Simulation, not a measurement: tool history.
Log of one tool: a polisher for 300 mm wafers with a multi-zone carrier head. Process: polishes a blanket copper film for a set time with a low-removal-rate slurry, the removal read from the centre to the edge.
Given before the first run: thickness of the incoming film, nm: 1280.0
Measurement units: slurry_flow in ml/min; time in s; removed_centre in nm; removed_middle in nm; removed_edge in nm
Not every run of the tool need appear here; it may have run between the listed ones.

| run | hour | slurry_flow | centre_zone | middle_zone | edge_zone | slurry_solids | time | removed_centre | removed_middle | removed_edge |
|---|---|---|---|---|---|---|---|---|---|---|
| 1 | 0.0 | 130 | 1.00 | 1.00 | 1.00 | 1.00 | 38 | 118.47 | 114.25 | 118.14 |
| 2 | 4.6 | 130 | 1.00 | 1.00 | 1.00 | 0.90 | 38 | 119.28 | 113.05 | 118.75 |
| 3 | 12.6 | 140 | 1.04 | 1.04 | 1.03 | 0.95 | 40 | 129.45 | 126.71 | 130.58 |
| 4 | 19.5 | 140 | 1.04 | 0.98 | 1.03 | 0.95 | 40 | 130.44 | 120.67 | 127.68 |
| 5 | 20.4 | 150 | 1.08 | 1.00 | 1.02 | 1.00 | 41 | 142.68 | 129.00 | 131.95 |
| 6 | 22.8 | 160 | 1.11 | 1.03 | 1.03 | 1.05 | 42 | 152.69 | 133.95 | 137.88 |
| 7 | 31.6 | 165 | 1.11 | 1.07 | 1.02 | 1.10 | 43 | 155.82 | 146.82 | 140.47 |

Run 8 comes next. What will it give?
| 8 | 35.2 | 170 | 1.12 | 1.08 | 1.03 | 1.15 | 43 | ? | ? | ? |

removed_centre: 160.88 nm
removed_middle: 148.70 nm
removed_edge: 145.29 nm

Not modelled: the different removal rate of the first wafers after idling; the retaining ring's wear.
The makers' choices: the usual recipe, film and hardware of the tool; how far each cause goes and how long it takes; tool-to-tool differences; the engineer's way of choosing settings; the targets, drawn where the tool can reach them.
